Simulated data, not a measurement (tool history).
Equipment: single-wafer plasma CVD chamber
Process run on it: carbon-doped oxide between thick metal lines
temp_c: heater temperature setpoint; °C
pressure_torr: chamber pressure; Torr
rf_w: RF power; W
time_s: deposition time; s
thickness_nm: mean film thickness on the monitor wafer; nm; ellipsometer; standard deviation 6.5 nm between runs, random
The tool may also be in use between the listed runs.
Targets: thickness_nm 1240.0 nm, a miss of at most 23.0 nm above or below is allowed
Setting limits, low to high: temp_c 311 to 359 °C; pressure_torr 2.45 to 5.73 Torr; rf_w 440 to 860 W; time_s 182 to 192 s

run	day	temp_c	pressure_torr	rf_w	time_s	thickness_nm
1	0.000	335	4.09	650	192	1132.8
2	0.150	335	4.71	650	192	1154.1
3	0.400	334	4.78	655	192	1177.2
4	0.433	333	4.82	655	192	1168.5
5	0.733	333	4.82	575	192	1097.5
6	0.804	332	4.92	585	192	1121.4
7	1.171	330	5.01	590	192	1128.8
8	1.225	329	5.10	600	192	1153.8
9	1.325	328	5.15	600	192	1143.7
10	1.346	328	5.21	610	192	1158.7
11	1.508	327	5.27	615	192	1177.5

5 candidate next runs follow, results not yet known. Just one meets every target within its allowed miss. Identify it.
A	1.671	338	4.47	700	185	?
B	1.671	322	5.73	705	182	?
C	1.671	329	4.80	630	186	?
D	1.671	326	4.90	620	182	?
E	1.671	327	4.80	615	185	?

move	thickness_nm
A	1138.1
B	1233.8
C	1130.1
D	1112.5
E	1118.4
A: its largest miss is bigger than the last run's
B: every result within its allowed miss
C: its largest miss is bigger than the last run's
D: its largest miss is bigger than the last run's
E: its largest miss is bigger than the last run's
B is the move that brings every result within its allowed miss.

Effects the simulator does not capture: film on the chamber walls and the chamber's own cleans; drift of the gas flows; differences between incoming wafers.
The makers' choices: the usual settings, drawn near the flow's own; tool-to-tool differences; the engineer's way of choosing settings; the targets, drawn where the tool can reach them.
